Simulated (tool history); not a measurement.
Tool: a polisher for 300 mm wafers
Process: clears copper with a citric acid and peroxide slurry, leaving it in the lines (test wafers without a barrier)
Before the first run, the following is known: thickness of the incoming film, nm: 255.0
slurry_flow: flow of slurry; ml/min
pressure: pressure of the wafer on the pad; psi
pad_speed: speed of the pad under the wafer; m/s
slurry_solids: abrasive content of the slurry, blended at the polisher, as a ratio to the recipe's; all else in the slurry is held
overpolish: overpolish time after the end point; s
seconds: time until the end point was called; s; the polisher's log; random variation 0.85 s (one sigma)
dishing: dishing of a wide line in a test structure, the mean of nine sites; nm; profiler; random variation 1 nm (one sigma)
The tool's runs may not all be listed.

run	hour	slurry_flow	pressure	pad_speed	slurry_solids	overpolish	seconds	dishing
1	0.0	270	2.0	1.34	1.0	18	106.340	28.114
2	6.0	270	2.1	1.34	1.0	19	101.370	30.820
3	10.1	270	2.2	1.34	1.0	20	96.425	32.995
4	17.9	270	2.3	1.34	1.0	21	92.221	36.024
5	21.4	270	2.7	1.34	1.0	21	80.205	43.357
6	25.1	270	2.7	1.34	0.8	21	82.452	40.548

Estimate the outcome of run 7 from the log above:
7	34.1	275	2.9	1.34	0.8	22	?	?

seconds: 75.562 s
dishing: 44.737 nm
